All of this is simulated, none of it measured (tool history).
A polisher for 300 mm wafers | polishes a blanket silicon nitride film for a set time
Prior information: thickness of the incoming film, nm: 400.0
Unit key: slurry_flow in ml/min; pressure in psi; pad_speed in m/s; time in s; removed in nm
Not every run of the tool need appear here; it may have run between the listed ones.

run	hour	slurry_flow	pressure	pad_speed	time	removed
1	0.0	270	3.5	1.32	88	226.16
2	1.9	295	3.5	1.32	88	229.55
3	7.0	295	3.2	1.30	88	201.98
4	7.6	295	3.0	1.30	88	193.30
5	10.5	295	2.9	1.30	88	179.50
6	12.6	295	2.8	1.30	88	181.37

The next listed run, before its measurement:
7	15.7	295	2.2	1.26	88	?

Run 7 yielded removed 141.42 nm.

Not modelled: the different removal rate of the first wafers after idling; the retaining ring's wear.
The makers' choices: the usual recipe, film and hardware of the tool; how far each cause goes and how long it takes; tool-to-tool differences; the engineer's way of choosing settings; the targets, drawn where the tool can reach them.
